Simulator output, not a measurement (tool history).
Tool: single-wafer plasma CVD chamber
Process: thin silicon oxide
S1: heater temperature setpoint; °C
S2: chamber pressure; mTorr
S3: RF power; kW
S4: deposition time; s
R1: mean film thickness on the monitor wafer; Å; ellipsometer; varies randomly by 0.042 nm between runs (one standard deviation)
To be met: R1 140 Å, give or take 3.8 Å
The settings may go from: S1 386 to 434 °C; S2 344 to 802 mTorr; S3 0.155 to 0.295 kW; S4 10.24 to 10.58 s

| run | hour | S1 | S2 | S3 | S4 | R1 |
|---|---|---|---|---|---|---|
| 1 | 0 | 410 | 573 | 0.225 | 10.24 | 123.05 |
| 2 | 7.7 | 410 | 583 | 0.225 | 10.24 | 124.47 |
| 3 | 14.6 | 410 | 592 | 0.225 | 10.24 | 125.34 |
| 4 | 16.1 | 410 | 592 | 0.255 | 10.24 | 134.46 |
| 5 | 22.2 | 410 | 595 | 0.255 | 10.24 | 134.57 |
| 6 | 24.3 | 410 | 598 | 0.255 | 10.24 | 135.31 |
| 7 | 29.6 | 410 | 601 | 0.255 | 10.24 | 136.28 |
| 8 | 34.8 | 410 | 603 | 0.255 | 10.24 | 136.04 |
| 9 | 36.6 | 410 | 605 | 0.255 | 10.24 | 136.26 |

Which one of the following 5 next-run settings gets every result inside its allowed miss? There is exactly one.
| A | 38.4 | 410 | 528 | 0.27 | 10.58 | ? |
| B | 38.4 | 414 | 576 | 0.24 | 10.5 | ? |
| C | 38.4 | 393 | 611 | 0.24 | 10.58 | ? |
| D | 38.4 | 400 | 569 | 0.265 | 10.24 | ? |
| E | 38.4 | 412 | 577 | 0.26 | 10.24 | ? |

| move | R1 |
|---|---|
| A | 131.82 |
| B | 131 |
| C | 139.01 |
| D | 133.82 |
| E | 133.01 |
A: misses by more than the last run did
B: misses by more than the last run did
C: every result lands within tolerance
D: misses by more than the last run did
E: misses by more than the last run did
So the answer is move C, the one that meets all the targets.
